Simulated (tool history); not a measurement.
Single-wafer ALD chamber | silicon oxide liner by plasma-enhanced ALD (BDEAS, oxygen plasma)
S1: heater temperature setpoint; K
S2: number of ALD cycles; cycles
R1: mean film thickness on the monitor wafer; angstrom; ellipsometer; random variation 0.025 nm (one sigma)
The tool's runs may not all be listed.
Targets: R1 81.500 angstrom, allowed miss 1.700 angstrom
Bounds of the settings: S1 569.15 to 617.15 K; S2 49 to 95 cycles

| run | hour | S1 | S2 | R1 |
|---|---|---|---|---|
| 1 | 0.0 | 593.15 | 72 | 68.440 |
| 2 | 8.5 | 601.15 | 72 | 67.607 |
| 3 | 12.2 | 601.15 | 75 | 70.649 |
| 4 | 13.7 | 601.15 | 77 | 72.641 |
| 5 | 21.8 | 601.15 | 79 | 74.026 |
| 6 | 25.5 | 601.15 | 70 | 65.782 |
| 7 | 31.0 | 600.15 | 73 | 69.300 |
| 8 | 36.6 | 600.15 | 76 | 71.505 |
| 9 | 39.6 | 600.15 | 78 | 73.164 |
| 10 | 43.4 | 600.15 | 80 | 75.365 |
| 11 | 46.6 | 600.15 | 81 | 75.916 |
| 12 | 48.8 | 600.15 | 82 | 77.844 |
| 13 | 55.7 | 600.15 | 83 | 78.125 |
| 14 | 62.8 | 600.15 | 84 | 79.324 |

4 next moves are on the table. One of them brings every result within its allowed miss. Which?
| A | 69.9 | 592.15 | 82 | ? |
| B | 69.9 | 597.15 | 86 | ? |
| C | 69.9 | 599.15 | 83 | ? |
| D | 69.9 | 606.15 | 83 | ? |

| move | R1 |
|---|---|
| A | 78.136 |
| B | 81.429 |
| C | 78.389 |
| D | 77.689 |
A: further off than the last run
B: meets every target
C: further off than the last run
D: further off than the last run
Answer: B
